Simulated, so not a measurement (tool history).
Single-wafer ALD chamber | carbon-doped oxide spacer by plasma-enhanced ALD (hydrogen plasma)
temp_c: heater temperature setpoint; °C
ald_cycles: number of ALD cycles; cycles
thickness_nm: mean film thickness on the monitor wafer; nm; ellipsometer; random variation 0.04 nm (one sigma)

run,day,temp_c,ald_cycles,thickness_nm
1,0,385,237,11.128
2,0.321,385,266,12.547
3,0.554,385,283,13.33
4,0.808,385,256,12.004
5,0.879,385,236,11.192
6,0.929,385,219,10.365
7,1.196,385,208,9.8198
8,1.371,385,200,9.4013
9,1.608,385,195,9.2064
10,1.9,385,191,9.0242
11,1.933,385,188,8.8808
12,2.175,385,186,8.6584

Run 13 comes next. What will it give?
13,2.546,385,185,?

Run 13 gave thickness_nm 8.6587 nm.
